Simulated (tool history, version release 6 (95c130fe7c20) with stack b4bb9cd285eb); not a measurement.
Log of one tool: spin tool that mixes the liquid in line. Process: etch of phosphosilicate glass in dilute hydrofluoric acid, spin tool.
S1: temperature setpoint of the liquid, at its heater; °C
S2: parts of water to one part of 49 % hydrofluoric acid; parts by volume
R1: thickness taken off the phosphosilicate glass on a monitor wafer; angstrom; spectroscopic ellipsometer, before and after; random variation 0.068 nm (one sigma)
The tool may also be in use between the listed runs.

Run 1, hour 0: S1 22 °C, S2 105 parts by volume, time under the liquid (s) 15. Result: R1 239.57 angstrom.
Run 2, hour 2.2: S1 19.5 °C, S2 105 parts by volume, time under the liquid (s) 15. Result: R1 215.23 angstrom.
Run 3, hour 5.7: S1 19 °C, S2 105 parts by volume, time under the liquid (s) 15. Result: R1 210.21 angstrom.
Run 4, hour 7.1: S1 18.5 °C, S2 105 parts by volume, time under the liquid (s) 15. Result: R1 205.97 angstrom.
Run 5, hour 14.9: S1 17 °C, S2 105 parts by volume, time under the liquid (s) 15. Result: R1 194.28 angstrom.
At hour 23.6: thermometer replaced.
Run 6, hour 23.6: S1 17 °C, S2 135 parts by volume, time under the liquid (s) 15. Result: R1 156.29 angstrom.
Run 7, hour 32.2: S1 18.5 °C, S2 135 parts by volume, time under the liquid (s) 15. Result: R1 165.77 angstrom.
Run 8, hour 39.5: S1 19.5 °C, S2 135 parts by volume, time under the liquid (s) 15. Result: R1 172.6 angstrom.
Run 9, hour 48: S1 20.5 °C, S2 135 parts by volume, time under the liquid (s) 15. Result: R1 178.93 angstrom.

Forecast run 10:
Run 10, hour 55.2: S1 21 °C, S2 135 parts by volume, time under the liquid (s) 15. Result: R1 ?.

{"run 10": {"R1": 182.91}}

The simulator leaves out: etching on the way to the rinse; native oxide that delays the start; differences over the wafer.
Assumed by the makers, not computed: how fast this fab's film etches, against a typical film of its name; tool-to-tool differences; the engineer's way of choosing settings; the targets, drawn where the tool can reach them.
